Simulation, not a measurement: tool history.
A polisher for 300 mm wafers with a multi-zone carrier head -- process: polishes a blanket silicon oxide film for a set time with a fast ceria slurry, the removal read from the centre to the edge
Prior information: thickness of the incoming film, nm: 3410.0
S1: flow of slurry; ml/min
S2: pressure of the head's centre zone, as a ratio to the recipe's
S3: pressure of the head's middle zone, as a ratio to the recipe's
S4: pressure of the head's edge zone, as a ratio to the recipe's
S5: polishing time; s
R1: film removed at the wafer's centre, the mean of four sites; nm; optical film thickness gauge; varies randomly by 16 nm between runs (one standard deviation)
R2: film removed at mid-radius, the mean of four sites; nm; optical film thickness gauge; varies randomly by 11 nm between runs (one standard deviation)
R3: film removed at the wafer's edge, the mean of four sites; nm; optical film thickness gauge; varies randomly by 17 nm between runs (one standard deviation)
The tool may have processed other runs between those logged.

run  hour   S1    S2    S3    S4  S5      R1      R2      R3
  1     0  250     1     1     1  41  810.59  796.71  800.91
  2   1.2  250     1     1  0.94  41  805.23  803.62  768.21
  3   8.1  250  0.92     1  0.94  41  728.82  804.38   750.8
  4  11.5  250     1     1  0.94  41  771.34  791.88  779.17
  5  19.2  250     1     1  1.03  41  780.68  790.76  790.37
  6  23.3  280     1     1  1.03  41  804.06  827.71  802.33
  7  24.3  270  1.02  0.99  1.04  43  851.19  822.75  857.08

Run 8 has not been measured yet. What should we expect?
  8  24.9  265  1.12  1.05  1.14  54   ?   ?   ?

Run 8 measured R1 1171 nm, R2 1095.9 nm, R3 1119.3 nm.

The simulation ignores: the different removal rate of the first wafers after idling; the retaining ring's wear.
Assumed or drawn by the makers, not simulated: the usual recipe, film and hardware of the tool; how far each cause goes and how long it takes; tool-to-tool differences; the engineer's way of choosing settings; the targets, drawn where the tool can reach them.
